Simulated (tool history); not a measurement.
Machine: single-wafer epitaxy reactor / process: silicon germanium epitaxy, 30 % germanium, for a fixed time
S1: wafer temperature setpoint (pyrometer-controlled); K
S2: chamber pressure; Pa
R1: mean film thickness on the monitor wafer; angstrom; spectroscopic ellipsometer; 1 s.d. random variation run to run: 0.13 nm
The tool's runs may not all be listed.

Run 1, hour 0.0: S1 863.15 K, S2 3506 Pa. Result: R1 588.06 angstrom.
Run 2, hour 6.3: S1 856.15 K, S2 3506 Pa. Result: R1 504.40 angstrom.
Run 3, hour 7.0: S1 856.15 K, S2 4040 Pa. Result: R1 538.05 angstrom.
Run 4, hour 12.2: S1 851.15 K, S2 3840 Pa. Result: R1 468.38 angstrom.
Run 5, hour 15.4: S1 851.15 K, S2 4093 Pa. Result: R1 482.93 angstrom.
Run 6, hour 17.4: S1 848.15 K, S2 3946 Pa. Result: R1 444.48 angstrom.
Run 7, hour 22.5: S1 845.15 K, S2 3853 Pa. Result: R1 411.38 angstrom.
Run 8, hour 29.1: S1 843.15 K, S2 3786 Pa. Result: R1 392.62 angstrom.
Run 9, hour 35.3: S1 842.15 K, S2 3720 Pa. Result: R1 382.89 angstrom.

Expected results for the next run?
Run 10, hour 37.9: S1 841.15 K, S2 3653 Pa. Result: R1 ?.

Run 10 came out at R1 367.91 angstrom.
